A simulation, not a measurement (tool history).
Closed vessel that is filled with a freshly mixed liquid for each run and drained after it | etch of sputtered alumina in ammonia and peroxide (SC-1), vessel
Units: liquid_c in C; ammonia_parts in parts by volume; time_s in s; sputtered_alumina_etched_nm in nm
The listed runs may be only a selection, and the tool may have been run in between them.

run  hour  liquid_c  ammonia_parts  time_s  sputtered_alumina_etched_nm
  1     0        51            0.4     290                       13.033
  2   5.2      52.5            0.4     290                       14.086
  3  14.3        46            0.4     290                        9.792
  4  23.6        46           0.55     290                       10.176
  5  25.5      48.5           0.55     290                       11.581
  6  30.4        42           0.55     290                       8.0854
  7  39.6      45.5           0.55     290                       9.9201
  8  45.3        48           0.55     290                        11.36
     49.9  -- ammonia flow meter replaced
  9  49.9        50           0.55     290                       12.593

Run 10 comes next. What will it give?
 10  55.9      56.5           0.55     290                            ?

{"run 10": {"sputtered_alumina_etched_nm": 17.666}}
